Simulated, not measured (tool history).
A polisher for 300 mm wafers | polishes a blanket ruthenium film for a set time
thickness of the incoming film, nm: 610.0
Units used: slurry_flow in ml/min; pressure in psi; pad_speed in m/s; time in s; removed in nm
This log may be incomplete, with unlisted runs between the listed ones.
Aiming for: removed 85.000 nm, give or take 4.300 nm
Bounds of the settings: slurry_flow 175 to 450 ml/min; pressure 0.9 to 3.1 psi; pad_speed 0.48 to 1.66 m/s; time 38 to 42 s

run 1 hour=0.0 | slurry_flow=290 pressure=2.0 pad_speed=1.06 time=42 | removed=48.647
run 2 hour=6.8 | slurry_flow=290 pressure=2.5 pad_speed=1.06 time=42 | removed=60.234
run 3 hour=8.3 | slurry_flow=350 pressure=2.5 pad_speed=1.06 time=42 | removed=60.799
run 4 hour=16.3 | slurry_flow=350 pressure=2.5 pad_speed=1.06 time=38 | removed=55.011
run 5 hour=20.6 | slurry_flow=350 pressure=2.5 pad_speed=0.92 time=38 | removed=47.611
run 6 hour=24.8 | slurry_flow=350 pressure=2.7 pad_speed=1.02 time=38 | removed=57.016
run 7 hour=29.8 | slurry_flow=350 pressure=2.7 pad_speed=1.02 time=38 | removed=57.579
run 8 hour=33.5 | slurry_flow=350 pressure=2.7 pad_speed=1.02 time=38 | removed=57.035
run 9 hour=41.2 | slurry_flow=350 pressure=2.8 pad_speed=1.10 time=38 | removed=64.995
run 10 hour=42.6 | slurry_flow=350 pressure=2.9 pad_speed=1.14 time=38 | removed=69.214
run 11 hour=45.8 | slurry_flow=350 pressure=3.0 pad_speed=1.18 time=38 | removed=72.936
run 12 hour=53.6 | slurry_flow=350 pressure=3.0 pad_speed=1.22 time=38 | removed=77.813
run 13 hour=54.1 | slurry_flow=350 pressure=3.0 pad_speed=1.22 time=38 | removed=77.325
run 14 hour=61.4 | slurry_flow=350 pressure=3.0 pad_speed=1.24 time=38 | removed=78.670

Consider the 5 candidate settings below. Which is the only one whose results all fall within their allowed miss of target?
run A hour=68.7 | slurry_flow=315 pressure=2.8 pad_speed=1.20 time=38 | removed=?
run B hour=68.7 | slurry_flow=325 pressure=3.1 pad_speed=1.06 time=38 | removed=?
run C hour=68.7 | slurry_flow=175 pressure=3.1 pad_speed=1.28 time=42 | removed=?
run D hour=68.7 | slurry_flow=410 pressure=2.5 pad_speed=1.32 time=38 | removed=?
run E hour=68.7 | slurry_flow=315 pressure=2.5 pad_speed=1.16 time=42 | removed=?

move=A removed=68.054
move=B removed=66.884
move=C removed=81.789
move=D removed=68.242
move=E removed=65.159
A: further off than the last run
B: further off than the last run
C: every result lands within tolerance
D: further off than the last run
E: further off than the last run
Answer: C
